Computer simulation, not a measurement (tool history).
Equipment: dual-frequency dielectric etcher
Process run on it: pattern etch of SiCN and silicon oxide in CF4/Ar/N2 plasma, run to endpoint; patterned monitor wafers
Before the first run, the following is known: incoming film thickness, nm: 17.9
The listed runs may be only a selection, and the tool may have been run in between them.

Run 1, day 0.000: source power (kW) 0.550, bias power (kW) 0.078, Ar flow (sccm) 135, CF4 flow (sccm) 51. Result: endpoint time (s) 19.715.
Run 2, day 0.046: source power (kW) 0.610, bias power (kW) 0.078, Ar flow (sccm) 135, CF4 flow (sccm) 51. Result: endpoint time (s) 17.326.
Run 3, day 0.342: source power (kW) 0.610, bias power (kW) 0.078, Ar flow (sccm) 135, CF4 flow (sccm) 44. Result: endpoint time (s) 17.799.
Run 4, day 0.425: source power (kW) 0.610, bias power (kW) 0.078, Ar flow (sccm) 135, CF4 flow (sccm) 38. Result: endpoint time (s) 18.462.
Run 5, day 0.679: source power (kW) 0.610, bias power (kW) 0.078, Ar flow (sccm) 135, CF4 flow (sccm) 32. Result: endpoint time (s) 19.135.
Run 6, day 0.979: source power (kW) 0.610, bias power (kW) 0.078, Ar flow (sccm) 120, CF4 flow (sccm) 32. Result: endpoint time (s) 18.468.
Run 7, day 1.029: source power (kW) 0.590, bias power (kW) 0.078, Ar flow (sccm) 120, CF4 flow (sccm) 32. Result: endpoint time (s) 19.431.
Run 8, day 1.138: source power (kW) 0.570, bias power (kW) 0.078, Ar flow (sccm) 120, CF4 flow (sccm) 32. Result: endpoint time (s) 20.009.
Run 9, day 1.192: source power (kW) 0.560, bias power (kW) 0.078, Ar flow (sccm) 120, CF4 flow (sccm) 32. Result: endpoint time (s) 20.385.

The next listed run, before its measurement:
Run 10, day 1.250: source power (kW) 0.550, bias power (kW) 0.078, Ar flow (sccm) 120, CF4 flow (sccm) 32. Result: endpoint time (s) ?.

endpoint time (s): 20.802
